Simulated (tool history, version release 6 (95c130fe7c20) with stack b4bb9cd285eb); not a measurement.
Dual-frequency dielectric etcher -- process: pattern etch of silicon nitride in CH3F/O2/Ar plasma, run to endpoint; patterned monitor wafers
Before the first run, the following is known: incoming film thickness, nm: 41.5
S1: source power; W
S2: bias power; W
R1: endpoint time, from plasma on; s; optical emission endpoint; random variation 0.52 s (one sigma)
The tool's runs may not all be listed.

run  hour   S1  S2      R1
  1   0.0  480  57  57.189
  2   6.2  420  57  61.842
  3  15.1  400  56  63.747
  4  15.6  400  46  68.108
  5  23.8  400  42  69.927
  6  25.5  400  50  66.887
  7  34.1  390  50  66.702

Run 8 comes next. What will it give?
     38.5  -- source power generator calibrated
  8  38.5  290  43   ?

Logged for run 8: R1 84.844 s.
